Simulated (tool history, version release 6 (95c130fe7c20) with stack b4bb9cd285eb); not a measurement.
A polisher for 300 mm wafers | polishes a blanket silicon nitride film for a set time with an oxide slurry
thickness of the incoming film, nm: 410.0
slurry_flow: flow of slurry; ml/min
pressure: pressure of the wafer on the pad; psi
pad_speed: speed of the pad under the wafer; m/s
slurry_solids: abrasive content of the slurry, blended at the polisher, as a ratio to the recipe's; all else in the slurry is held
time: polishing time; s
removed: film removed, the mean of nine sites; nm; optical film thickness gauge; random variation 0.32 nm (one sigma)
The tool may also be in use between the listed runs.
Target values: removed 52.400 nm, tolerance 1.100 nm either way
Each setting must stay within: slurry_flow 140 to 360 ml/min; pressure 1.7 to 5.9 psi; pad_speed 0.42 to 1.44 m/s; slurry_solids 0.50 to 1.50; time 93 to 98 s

{"run": 1, "hour": 0.0, "slurry_flow": 230, "pressure": 3.8, "pad_speed": 0.92, "slurry_solids": 1.0, "time": 93, "removed": 62.314}
{"run": 2, "hour": 4.0, "slurry_flow": 230, "pressure": 3.8, "pad_speed": 0.92, "slurry_solids": 1.0, "time": 93, "removed": 61.73}
{"run": 3, "hour": 10.1, "slurry_flow": 225, "pressure": 3.7, "pad_speed": 0.92, "slurry_solids": 1.0, "time": 93, "removed": 60.481}
{"run": 4, "hour": 14.7, "slurry_flow": 225, "pressure": 3.7, "pad_speed": 0.92, "slurry_solids": 1.0, "time": 98, "removed": 64.246}
{"run": 5, "hour": 21.2, "slurry_flow": 280, "pressure": 3.7, "pad_speed": 0.92, "slurry_solids": 1.0, "time": 98, "removed": 65.784}
{"run": 6, "hour": 27.7, "slurry_flow": 280, "pressure": 3.7, "pad_speed": 1.04, "slurry_solids": 1.0, "time": 98, "removed": 72.905}
{"run": 7, "hour": 30.9, "slurry_flow": 275, "pressure": 3.4, "pad_speed": 1.04, "slurry_solids": 1.0, "time": 98, "removed": 69.644}
{"run": 8, "hour": 38.8, "slurry_flow": 270, "pressure": 3.1, "pad_speed": 1.04, "slurry_solids": 1.0, "time": 98, "removed": 65.329}
{"run": 9, "hour": 43.3, "slurry_flow": 270, "pressure": 2.8, "pad_speed": 1.04, "slurry_solids": 1.0, "time": 98, "removed": 61.95}
{"run": 10, "hour": 50.9, "slurry_flow": 270, "pressure": 2.6, "pad_speed": 1.04, "slurry_solids": 1.0, "time": 98, "removed": 59.79}
{"run": 11, "hour": 56.2, "slurry_flow": 265, "pressure": 2.4, "pad_speed": 1.04, "slurry_solids": 1.0, "time": 98, "removed": 57.128}

Which one of the following 5 next-run settings gets every result inside its allowed miss? There is exactly one.
{"run": "A", "hour": 61.5, "slurry_flow": 260, "pressure": 2.3, "pad_speed": 1.02, "slurry_solids": 0.9, "time": 95, "removed": "?"}
{"run": "B", "hour": 61.5, "slurry_flow": 240, "pressure": 2.6, "pad_speed": 0.8, "slurry_solids": 1.1, "time": 95, "removed": "?"}
{"run": "C", "hour": 61.5, "slurry_flow": 300, "pressure": 2.5, "pad_speed": 0.9, "slurry_solids": 1.0, "time": 94, "removed": "?"}
{"run": "D", "hour": 61.5, "slurry_flow": 215, "pressure": 2.4, "pad_speed": 1.0, "slurry_solids": 1.05, "time": 93, "removed": "?"}
{"run": "E", "hour": 61.5, "slurry_flow": 360, "pressure": 1.7, "pad_speed": 0.94, "slurry_solids": 1.25, "time": 94, "removed": "?"}

move=A removed=50.236
move=B removed=49.244
move=C removed=50.865
move=D removed=53.192
move=E removed=50.784
A: carries the result that was furthest off beyond its target, to the other side
B: carries the result that was furthest off beyond its target, to the other side
C: carries the result that was furthest off beyond its target, to the other side
D: in spec on every target
E: carries the result that was furthest off beyond its target, to the other side
So the answer is move D, the one that meets all the targets.

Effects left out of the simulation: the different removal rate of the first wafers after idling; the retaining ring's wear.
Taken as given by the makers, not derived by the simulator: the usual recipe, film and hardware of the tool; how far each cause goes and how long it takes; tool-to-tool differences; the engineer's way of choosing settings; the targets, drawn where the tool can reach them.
